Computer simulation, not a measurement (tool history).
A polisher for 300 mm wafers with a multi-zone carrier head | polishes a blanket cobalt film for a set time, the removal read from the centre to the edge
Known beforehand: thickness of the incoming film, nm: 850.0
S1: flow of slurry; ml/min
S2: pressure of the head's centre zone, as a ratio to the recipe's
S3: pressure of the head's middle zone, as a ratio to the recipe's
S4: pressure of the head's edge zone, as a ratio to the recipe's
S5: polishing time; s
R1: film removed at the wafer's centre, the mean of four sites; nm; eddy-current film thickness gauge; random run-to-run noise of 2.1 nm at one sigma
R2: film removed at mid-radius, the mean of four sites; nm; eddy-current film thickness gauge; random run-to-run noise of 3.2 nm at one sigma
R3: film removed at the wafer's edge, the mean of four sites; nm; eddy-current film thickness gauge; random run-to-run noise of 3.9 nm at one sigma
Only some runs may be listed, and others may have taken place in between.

run  hour   S1    S2    S3    S4  S5      R1      R2      R3
  1   0.0  185  1.00  1.00  1.00  48  322.02  313.72  308.62
  2   8.7  185  1.00  1.00  1.00  39  259.13  253.37  254.51
  3   9.8  205  1.04  1.06  1.02  40  280.34  277.72  267.39
  4  13.1  205  1.04  1.01  1.02  40  284.05  265.42  263.90
  5  14.0  205  1.04  1.05  1.02  40  283.07  273.66  269.34
  6  22.5  205  1.04  1.05  1.02  48  340.12  327.39  329.76
  7  25.7  215  1.05  1.07  0.95  48  345.29  338.01  315.10

Forecast run 8:
  8  27.7  220  1.05  1.08  0.92  48   ?   ?   ?

Run 8 measured R1 344.74 nm, R2 340.61 nm, R3 307.64 nm.

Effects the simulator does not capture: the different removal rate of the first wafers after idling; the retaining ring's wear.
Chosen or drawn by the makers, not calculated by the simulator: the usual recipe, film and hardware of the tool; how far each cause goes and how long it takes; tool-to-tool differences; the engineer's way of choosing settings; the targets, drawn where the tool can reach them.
